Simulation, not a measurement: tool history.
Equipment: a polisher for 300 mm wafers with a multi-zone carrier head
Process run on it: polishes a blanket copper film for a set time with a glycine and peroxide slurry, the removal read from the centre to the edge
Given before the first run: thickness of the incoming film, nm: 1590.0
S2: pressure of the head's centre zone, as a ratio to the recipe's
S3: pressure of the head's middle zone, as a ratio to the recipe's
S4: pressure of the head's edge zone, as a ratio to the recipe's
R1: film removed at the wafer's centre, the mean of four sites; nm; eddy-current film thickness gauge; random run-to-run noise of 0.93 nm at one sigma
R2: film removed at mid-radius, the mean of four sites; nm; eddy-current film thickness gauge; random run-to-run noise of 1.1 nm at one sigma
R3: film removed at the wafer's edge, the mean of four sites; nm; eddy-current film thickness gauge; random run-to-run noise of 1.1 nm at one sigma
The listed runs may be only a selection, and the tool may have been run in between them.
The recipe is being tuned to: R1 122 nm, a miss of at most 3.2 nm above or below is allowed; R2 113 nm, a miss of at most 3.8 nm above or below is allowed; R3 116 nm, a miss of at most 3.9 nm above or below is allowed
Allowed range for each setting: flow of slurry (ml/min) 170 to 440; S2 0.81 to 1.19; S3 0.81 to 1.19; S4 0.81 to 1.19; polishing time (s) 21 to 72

run 1 hour=0 | flow_of_slurry_(ml/min)=280 S2=1 S3=1 S4=1 polishing_time_(s)=46 | R1=223.31 R2=222.13 R3=211.84
run 2 hour=2.7 | flow_of_slurry_(ml/min)=275 S2=0.99 S3=0.96 S4=0.97 polishing_time_(s)=40 | R1=187.09 R2=185.01 R3=184.49
run 3 hour=10.6 | flow_of_slurry_(ml/min)=275 S2=0.99 S3=1.02 S4=0.97 polishing_time_(s)=40 | R1=189.69 R2=194.36 R3=188.02
run 4 hour=11.8 | flow_of_slurry_(ml/min)=260 S2=1.01 S3=1 S4=0.93 polishing_time_(s)=35 | R1=167.45 R2=167.95 R3=157.69
run 5 hour=20.3 | flow_of_slurry_(ml/min)=260 S2=1.01 S3=1 S4=1 polishing_time_(s)=35 | R1=166.98 R2=165.72 R3=166.27
run 6 hour=23.8 | flow_of_slurry_(ml/min)=260 S2=1.01 S3=0.97 S4=1 polishing_time_(s)=35 | R1=167.26 R2=163.02 R3=164
run 7 hour=26.3 | flow_of_slurry_(ml/min)=245 S2=1.01 S3=0.94 S4=0.97 polishing_time_(s)=33 | R1=158.56 R2=147.28 R3=148.22
run 8 hour=28.3 | flow_of_slurry_(ml/min)=230 S2=0.98 S3=0.91 S4=0.95 polishing_time_(s)=32 | R1=147.31 R2=138.56 R3=144.74
run 9 hour=28.9 | flow_of_slurry_(ml/min)=220 S2=0.97 S3=0.9 S4=0.92 polishing_time_(s)=31 | R1=139.05 R2=134.55 R3=139.32
run 10 hour=30.7 | flow_of_slurry_(ml/min)=215 S2=0.97 S3=0.89 S4=0.9 polishing_time_(s)=30 | R1=136.48 R2=130.4 R3=133
run 11 hour=36.2 | flow_of_slurry_(ml/min)=210 S2=0.97 S3=0.87 S4=0.88 polishing_time_(s)=29 | R1=130.25 R2=121.34 R3=125.13
run 12 hour=39.8 | flow_of_slurry_(ml/min)=205 S2=0.97 S3=0.86 S4=0.86 polishing_time_(s)=29 | R1=130.01 R2=121.22 R3=122.4
run 13 hour=48.7 | flow_of_slurry_(ml/min)=200 S2=0.96 S3=0.85 S4=0.85 polishing_time_(s)=29 | R1=128.97 R2=119.83 R3=124.16
run 14 hour=49.4 | flow_of_slurry_(ml/min)=200 S2=0.96 S3=0.85 S4=0.84 polishing_time_(s)=29 | R1=129.06 R2=118.17 R3=123.74
run 15 hour=54.6 | flow_of_slurry_(ml/min)=200 S2=0.95 S3=0.86 S4=0.81 polishing_time_(s)=26 | R1=113.72 R2=108.32 R3=108.24
run 16 hour=63.3 | flow_of_slurry_(ml/min)=210 S2=0.96 S3=0.86 S4=0.83 polishing_time_(s)=26 | R1=115.79 R2=110.54 R3=106.95
run 17 hour=67.5 | flow_of_slurry_(ml/min)=205 S2=0.97 S3=0.86 S4=0.84 polishing_time_(s)=26 | R1=116.17 R2=108.3 R3=109.85
run 18 hour=68.1 | flow_of_slurry_(ml/min)=205 S2=0.97 S3=0.86 S4=0.84 polishing_time_(s)=26 | R1=116.26 R2=105.57 R3=108.84
run 19 hour=69.4 | flow_of_slurry_(ml/min)=210 S2=0.97 S3=0.87 S4=0.85 polishing_time_(s)=26 | R1=118.93 R2=110.89 R3=110.54

Pick the move, out of 5, that brings all results within their allowed miss; only one does.
run A hour=70.7 | flow_of_slurry_(ml/min)=260 S2=1.02 S3=0.89 S4=0.81 polishing_time_(s)=25 | R1=? R2=? R3=?
run B hour=70.7 | flow_of_slurry_(ml/min)=250 S2=1.02 S3=1 S4=0.81 polishing_time_(s)=24 | R1=? R2=? R3=?
run C hour=70.7 | flow_of_slurry_(ml/min)=210 S2=0.98 S3=0.88 S4=0.87 polishing_time_(s)=27 | R1=? R2=? R3=?
run D hour=70.7 | flow_of_slurry_(ml/min)=195 S2=1.06 S3=0.91 S4=0.84 polishing_time_(s)=25 | R1=? R2=? R3=?
run E hour=70.7 | flow_of_slurry_(ml/min)=230 S2=1.04 S3=0.87 S4=0.81 polishing_time_(s)=25 | R1=? R2=? R3=?

move=A R1=120.3 R2=109.04 R3=103.9
move=B R1=115.02 R2=113.41 R3=99.295
move=C R1=121.34 R2=113.92 R3=113.67
move=D R1=120.28 R2=106.93 R3=102.81
move=E R1=120.79 R2=105.8 R3=102.84
A: moves away from the targets compared with the last run
B: moves away from the targets compared with the last run
C: meets every target
D: moves away from the targets compared with the last run
E: moves away from the targets compared with the last run
The move that meets every target is C.
